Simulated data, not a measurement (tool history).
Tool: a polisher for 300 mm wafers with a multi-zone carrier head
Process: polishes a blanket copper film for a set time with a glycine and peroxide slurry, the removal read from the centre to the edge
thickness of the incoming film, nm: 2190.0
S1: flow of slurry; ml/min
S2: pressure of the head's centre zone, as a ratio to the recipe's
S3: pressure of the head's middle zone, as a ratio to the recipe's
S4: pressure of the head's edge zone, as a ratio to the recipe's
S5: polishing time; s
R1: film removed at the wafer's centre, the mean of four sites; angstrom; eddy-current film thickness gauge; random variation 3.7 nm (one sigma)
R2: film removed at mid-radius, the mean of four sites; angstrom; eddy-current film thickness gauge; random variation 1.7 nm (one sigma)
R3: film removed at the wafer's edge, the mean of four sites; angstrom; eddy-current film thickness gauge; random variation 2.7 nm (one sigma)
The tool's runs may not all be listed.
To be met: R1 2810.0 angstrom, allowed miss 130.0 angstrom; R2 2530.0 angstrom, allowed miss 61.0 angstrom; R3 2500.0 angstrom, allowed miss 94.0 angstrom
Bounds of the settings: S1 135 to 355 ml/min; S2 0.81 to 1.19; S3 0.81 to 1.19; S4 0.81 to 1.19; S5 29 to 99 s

{"run": 1, "day": 0.0, "S1": 225, "S2": 1.0, "S3": 1.0, "S4": 1.0, "S5": 64, "R1": 3285.3, "R2": 3330.4, "R3": 3397.4}
{"run": 2, "day": 0.329, "S1": 225, "S2": 1.0, "S3": 0.95, "S4": 1.0, "S5": 64, "R1": 3282.9, "R2": 3174.6, "R3": 3367.9}
{"run": 3, "day": 0.404, "S1": 225, "S2": 1.0, "S3": 0.98, "S4": 1.0, "S5": 64, "R1": 3287.3, "R2": 3260.6, "R3": 3379.5}
{"run": 4, "day": 0.775, "S1": 225, "S2": 1.0, "S3": 0.94, "S4": 1.0, "S5": 64, "R1": 3263.9, "R2": 3155.3, "R3": 3359.7}
{"run": 5, "day": 1.017, "S1": 225, "S2": 1.0, "S3": 0.87, "S4": 1.0, "S5": 64, "R1": 3314.4, "R2": 2977.3, "R3": 3353.3}
{"run": 6, "day": 1.329, "S1": 225, "S2": 1.06, "S3": 0.87, "S4": 1.0, "S5": 64, "R1": 3395.8, "R2": 2986.7, "R3": 3339.1}
{"run": 7, "day": 1.592, "S1": 220, "S2": 1.07, "S3": 0.88, "S4": 0.95, "S5": 60, "R1": 3177.4, "R2": 2793.5, "R3": 3088.6}
{"run": 8, "day": 1.712, "S1": 230, "S2": 1.1, "S3": 0.91, "S4": 0.91, "S5": 56, "R1": 3176.5, "R2": 2653.1, "R3": 2832.1}
{"run": 9, "day": 1.9, "S1": 220, "S2": 1.08, "S3": 0.93, "S4": 0.88, "S5": 55, "R1": 3052.0, "R2": 2682.6, "R3": 2667.6}
{"run": 10, "day": 2.062, "S1": 175, "S2": 1.03, "S3": 0.89, "S4": 0.84, "S5": 54, "R1": 2661.1, "R2": 2454.7, "R3": 2531.5}

5 next moves are on the table. One of them brings every result within its allowed miss. Which?
{"run": "A", "day": 2.225, "S1": 195, "S2": 1.1, "S3": 0.87, "S4": 0.86, "S5": 52, "R1": "?", "R2": "?", "R3": "?"}
{"run": "B", "day": 2.225, "S1": 185, "S2": 0.96, "S3": 0.93, "S4": 0.82, "S5": 53, "R1": "?", "R2": "?", "R3": "?"}
{"run": "C", "day": 2.225, "S1": 255, "S2": 1.03, "S3": 0.9, "S4": 0.81, "S5": 52, "R1": "?", "R2": "?", "R3": "?"}
{"run": "D", "day": 2.225, "S1": 145, "S2": 1.02, "S3": 0.88, "S4": 0.85, "S5": 58, "R1": "?", "R2": "?", "R3": "?"}
{"run": "E", "day": 2.225, "S1": 185, "S2": 0.94, "S3": 1.03, "S4": 0.83, "S5": 52, "R1": "?", "R2": "?", "R3": "?"}

move=A R1=2883.2 R2=2343.1 R3=2512.7
move=B R1=2539.9 R2=2505.5 R3=2493.9
move=C R1=2807.4 R2=2497.6 R3=2515.6
move=D R1=2811.8 R2=2505.8 R3=2685.5
move=E R1=2441.4 R2=2679.1 R3=2455.8
A: further off than the last run
B: brings the result that was furthest off to its target, and leaves another outside
C: meets every target
D: brings the result that was furthest off to its target, and leaves another outside
E: takes the result that was furthest off past its target
Answer: C
